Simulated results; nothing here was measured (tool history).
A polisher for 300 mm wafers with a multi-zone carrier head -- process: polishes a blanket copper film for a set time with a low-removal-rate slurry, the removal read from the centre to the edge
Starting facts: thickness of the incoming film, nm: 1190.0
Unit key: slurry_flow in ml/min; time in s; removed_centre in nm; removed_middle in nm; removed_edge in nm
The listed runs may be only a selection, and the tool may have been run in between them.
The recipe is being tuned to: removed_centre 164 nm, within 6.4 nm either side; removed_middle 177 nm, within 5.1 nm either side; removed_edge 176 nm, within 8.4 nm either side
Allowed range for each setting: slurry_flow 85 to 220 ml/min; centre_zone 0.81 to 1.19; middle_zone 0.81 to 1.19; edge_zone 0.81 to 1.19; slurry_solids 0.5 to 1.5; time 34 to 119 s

run	day	slurry_flow	centre_zone	middle_zone	edge_zone	slurry_solids	time	removed_centre	removed_middle	removed_edge
1	0	140	1	1	1	1	76	130.43	134.45	132.4
2	0.067	140	1	0.96	1	1	76	130.55	128.07	133.71
3	0.254	140	1	0.96	1.04	1	76	132.84	127.39	129.71
4	0.562	140	1	0.96	1.04	1	95	164.64	161.18	164.22
5	0.662	140	1.05	0.96	1.04	1	95	174.37	160.96	168.57
6	0.792	140	1.03	0.96	1.03	1.05	95	172.54	164.13	169.94
7	1.05	140	1.02	0.96	1.02	1.1	95	168.19	164.16	167.81
8	1.421	140	1.01	0.96	1.02	1.15	96	174.41	166.83	173.57
9	1.488	140	0.99	0.97	1.02	1.15	96	164.94	169.47	165.75
10	1.767	135	0.99	0.97	1	1.15	97	167.42	169.41	170.21
11	2.075	135	0.99	0.97	1	1.15	97	171.7	167.85	169.25

Consider the 5 candidate settings below. Which is the only one whose results all fall within their allowed miss of target?
A	2.383	130	0.98	0.97	0.99	1.15	105	?	?	?
B	2.383	170	0.91	0.95	1.01	1.15	98	?	?	?
C	2.383	90	1.17	0.99	0.89	1.25	104	?	?	?
D	2.383	110	1.12	0.98	0.92	0.8	110	?	?	?
E	2.383	140	1.02	0.96	1	1.5	98	?	?	?

move	removed_centre	removed_middle	removed_edge
A	179.03	182.14	183.69
B	165.18	176.69	179.47
C	189.85	167.08	166.96
D	188.53	170.1	169.12
E	188.23	181.87	184.67
A: moves the result that the last run missed by most past its target, out the other side
B: each result inside its tolerance
C: further off than the last run
D: further off than the last run
E: the worst result of the last run now meets its target, but another is out of spec
Go with B: it meets all targets.

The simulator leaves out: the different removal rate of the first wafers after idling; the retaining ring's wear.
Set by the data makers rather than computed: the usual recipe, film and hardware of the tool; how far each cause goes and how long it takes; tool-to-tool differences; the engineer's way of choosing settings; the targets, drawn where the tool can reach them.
